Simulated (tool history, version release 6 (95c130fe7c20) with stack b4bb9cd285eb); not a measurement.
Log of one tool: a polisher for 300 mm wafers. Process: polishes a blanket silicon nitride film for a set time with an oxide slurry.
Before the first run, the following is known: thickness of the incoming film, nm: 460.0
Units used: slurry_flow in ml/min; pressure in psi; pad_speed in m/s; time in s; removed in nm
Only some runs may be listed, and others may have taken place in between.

{"run": 1, "day": 0.0, "slurry_flow": 250, "pressure": 2.5, "pad_speed": 0.9, "slurry_solids": 1.0, "time": 101, "removed": 47.638}
{"run": 2, "day": 0.221, "slurry_flow": 250, "pressure": 2.3, "pad_speed": 0.84, "slurry_solids": 1.0, "time": 101, "removed": 43.568}
{"run": 3, "day": 0.396, "slurry_flow": 215, "pressure": 2.3, "pad_speed": 0.84, "slurry_solids": 1.0, "time": 101, "removed": 41.928}
{"run": 4, "day": 0.492, "slurry_flow": 215, "pressure": 2.1, "pad_speed": 0.78, "slurry_solids": 1.0, "time": 101, "removed": 37.507}
{"run": 5, "day": 0.533, "slurry_flow": 215, "pressure": 1.9, "pad_speed": 0.72, "slurry_solids": 1.0, "time": 101, "removed": 32.587}
{"run": 6, "day": 0.625, "slurry_flow": 215, "pressure": 1.9, "pad_speed": 0.54, "slurry_solids": 1.0, "time": 101, "removed": 28.113}
{"run": 7, "day": 0.992, "slurry_flow": 215, "pressure": 1.9, "pad_speed": 0.54, "slurry_solids": 1.0, "time": 101, "removed": 28.491}
{"run": 8, "day": 1.054, "slurry_flow": 215, "pressure": 1.8, "pad_speed": 0.52, "slurry_solids": 1.0, "time": 101, "removed": 26.197}
{"run": 9, "day": 1.4, "slurry_flow": 215, "pressure": 1.8, "pad_speed": 0.52, "slurry_solids": 1.0, "time": 101, "removed": 26.4}
{"run": 10, "day": 1.479, "slurry_flow": 215, "pressure": 1.7, "pad_speed": 0.52, "slurry_solids": 1.0, "time": 101, "removed": 25.391}

Forecast run 11:
{"run": 11, "day": 1.588, "slurry_flow": 215, "pressure": 1.6, "pad_speed": 0.52, "slurry_solids": 1.0, "time": 101, "removed": "?"}

removed: 23.930 nm
